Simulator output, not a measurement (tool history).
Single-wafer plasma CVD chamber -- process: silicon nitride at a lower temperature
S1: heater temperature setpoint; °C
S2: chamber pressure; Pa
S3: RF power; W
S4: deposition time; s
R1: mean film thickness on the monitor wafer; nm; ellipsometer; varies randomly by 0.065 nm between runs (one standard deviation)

run  hour   S1   S2   S3    S4      R1
  1   0.0  365  223  270  20.4  22.456
  2   4.6  365  223  270  19.4  21.323
  3   8.2  365  241  280  19.4  22.362
  4   9.2  365  205  280  19.4  21.415
  5  14.7  365  171  280  19.4  20.399
  6  21.8  365  201  290  19.4  21.845

What will run 7 give?
  7  26.7  365  224  295  19.4   ?

R1: 22.870 nm
